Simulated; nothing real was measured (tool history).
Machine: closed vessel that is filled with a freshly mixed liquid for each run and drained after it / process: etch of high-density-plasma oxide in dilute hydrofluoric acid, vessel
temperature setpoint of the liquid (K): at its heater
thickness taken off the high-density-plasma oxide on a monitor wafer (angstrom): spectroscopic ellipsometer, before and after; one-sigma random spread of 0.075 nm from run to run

run,hour,temperature setpoint of the liquid (K),parts of water to one part of 49 % hydrofluoric acid (parts by volume),time in the liquid (s),thickness taken off the high-density-plasma oxide on a monitor wafer (angstrom)
1,0.0,294.15,95,255,124.170
2,6.3,293.65,95,255,122.390
3,12.4,293.65,125,255,88.972
4,19.3,293.65,95,255,122.330
5,24.3,293.65,95,255,121.530
6,29.5,293.65,70,255,169.700

Forecast run 7:
7,37.9,290.15,105,255,?

Run 7 gave thickness taken off the high-density-plasma oxide on a monitor wafer (angstrom) 94.386.
